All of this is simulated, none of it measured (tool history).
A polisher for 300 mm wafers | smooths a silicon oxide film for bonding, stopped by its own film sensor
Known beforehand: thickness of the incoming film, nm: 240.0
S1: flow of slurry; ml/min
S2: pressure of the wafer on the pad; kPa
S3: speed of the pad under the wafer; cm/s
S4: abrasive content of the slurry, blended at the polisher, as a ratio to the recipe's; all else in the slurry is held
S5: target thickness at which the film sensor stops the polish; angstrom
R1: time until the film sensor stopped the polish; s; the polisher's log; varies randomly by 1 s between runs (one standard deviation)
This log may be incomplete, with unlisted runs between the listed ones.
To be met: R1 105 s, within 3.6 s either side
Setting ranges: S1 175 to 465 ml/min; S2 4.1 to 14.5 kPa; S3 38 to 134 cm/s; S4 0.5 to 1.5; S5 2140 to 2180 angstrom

{"run": 1, "hour": 0.0, "S1": 295, "S2": 9, "S3": 86, "S4": 1, "S5": 2140, "R1": 53.08}
{"run": 2, "hour": 7.0, "S1": 295, "S2": 9, "S3": 86, "S4": 1, "S5": 2180, "R1": 44.894}
{"run": 3, "hour": 8.1, "S1": 295, "S2": 9, "S3": 86, "S4": 1.2, "S5": 2180, "R1": 40.936}
{"run": 4, "hour": 9.1, "S1": 295, "S2": 7.6, "S3": 74, "S4": 1.2, "S5": 2180, "R1": 51.551}
{"run": 5, "hour": 13.8, "S1": 295, "S2": 7.6, "S3": 74, "S4": 1.2, "S5": 2140, "R1": 62.156}
{"run": 6, "hour": 15.6, "S1": 295, "S2": 6.9, "S3": 70, "S4": 1.2, "S5": 2140, "R1": 68.171}
{"run": 7, "hour": 20.9, "S1": 295, "S2": 6.2, "S3": 66, "S4": 1.2, "S5": 2140, "R1": 76.233}
{"run": 8, "hour": 29.8, "S1": 295, "S2": 5.5, "S3": 64, "S4": 1.2, "S5": 2140, "R1": 85.177}
{"run": 9, "hour": 33.9, "S1": 295, "S2": 4.8, "S3": 62, "S4": 1.2, "S5": 2140, "R1": 100.88}
{"run": 10, "hour": 37.2, "S1": 295, "S2": 4.8, "S3": 62, "S4": 1.15, "S5": 2140, "R1": 100.87}

Of the 5 settings listed for the next run, only one would bring every result within its allowed miss of target. Which one?
{"run": "A", "hour": 40.5, "S1": 255, "S2": 4.8, "S3": 74, "S4": 0.95, "S5": 2160, "R1": "?"}
{"run": "B", "hour": 40.5, "S1": 290, "S2": 4.8, "S3": 64, "S4": 1.2, "S5": 2140, "R1": "?"}
{"run": "C", "hour": 40.5, "S1": 270, "S2": 4.1, "S3": 68, "S4": 1.25, "S5": 2160, "R1": "?"}
{"run": "D", "hour": 40.5, "S1": 175, "S2": 4.1, "S3": 78, "S4": 1.4, "S5": 2140, "R1": "?"}
{"run": "E", "hour": 40.5, "S1": 285, "S2": 4.8, "S3": 58, "S4": 1.05, "S5": 2150, "R1": "?"}

move=A R1=94.235
move=B R1=97.757
move=C R1=97.435
move=D R1=96.993
move=E R1=105.51
A: lands further from the targets than the last run did
B: lands further from the targets than the last run did
C: lands further from the targets than the last run did
D: lands further from the targets than the last run did
E: meets every target
So the answer is move E, the one that meets all the targets.

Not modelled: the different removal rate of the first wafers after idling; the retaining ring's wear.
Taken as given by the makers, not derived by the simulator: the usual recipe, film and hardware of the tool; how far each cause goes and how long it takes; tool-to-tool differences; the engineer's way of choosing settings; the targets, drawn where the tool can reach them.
